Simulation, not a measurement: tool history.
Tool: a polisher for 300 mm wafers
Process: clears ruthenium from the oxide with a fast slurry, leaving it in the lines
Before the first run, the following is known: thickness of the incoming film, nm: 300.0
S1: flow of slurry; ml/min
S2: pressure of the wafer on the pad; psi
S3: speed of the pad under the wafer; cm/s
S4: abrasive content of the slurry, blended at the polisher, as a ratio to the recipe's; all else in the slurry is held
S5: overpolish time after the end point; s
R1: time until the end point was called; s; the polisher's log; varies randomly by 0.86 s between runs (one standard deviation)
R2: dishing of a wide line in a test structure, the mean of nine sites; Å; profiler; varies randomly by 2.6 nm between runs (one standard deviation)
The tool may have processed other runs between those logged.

| run | day | S1 | S2 | S3 | S4 | S5 | R1 | R2 |
|---|---|---|---|---|---|---|---|---|
| 1 | 0 | 265 | 2.5 | 100 | 1 | 23 | 66.712 | 819.16 |
| 2 | 0.262 | 265 | 2.5 | 100 | 1 | 28 | 68.142 | 995.81 |
| 3 | 0.6 | 265 | 2.5 | 100 | 1.15 | 28 | 59.159 | 1037.3 |
| 4 | 0.662 | 265 | 2.5 | 90 | 1.15 | 28 | 68.867 | 930.68 |
| 5 | 0.708 | 265 | 2.7 | 90 | 1.15 | 27 | 61.638 | 1008 |
| 6 | 0.771 | 265 | 2.7 | 90 | 1.15 | 34 | 61.602 | 1161.4 |
| 7 | 1.096 | 265 | 2.8 | 90 | 1.15 | 32 | 59.895 | 1141.9 |

Forecast run 8:
| 8 | 1.192 | 265 | 2.9 | 90 | 1.15 | 30 | ? | ? |

Run 8 yielded R1 59.103 s, R2 1103.7 Å.
